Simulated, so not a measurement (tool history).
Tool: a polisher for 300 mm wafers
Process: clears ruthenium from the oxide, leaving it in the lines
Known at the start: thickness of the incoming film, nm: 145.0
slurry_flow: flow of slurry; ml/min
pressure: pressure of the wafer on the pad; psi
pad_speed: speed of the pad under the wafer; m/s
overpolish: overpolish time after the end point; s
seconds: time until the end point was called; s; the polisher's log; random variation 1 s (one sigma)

run  hour  slurry_flow  pressure  pad_speed  overpolish  seconds
  1     0          310       1.9       1.18          46   119.33
  2     3          310       2.2        1.2          46   104.85
  3   7.3          310       2.4       1.24          46   93.351
  4  11.3          310       2.6       1.24          46   84.679
  5  17.5          310       2.6       1.24          49   83.834
  6    24          310       2.3       1.24          49   95.121
  7  30.1          310       2.5       1.26          49    86.28

Forecast run 8:
  8  35.4          310       2.7       1.28          49        ?

Run 8 gave seconds 79.561 s.
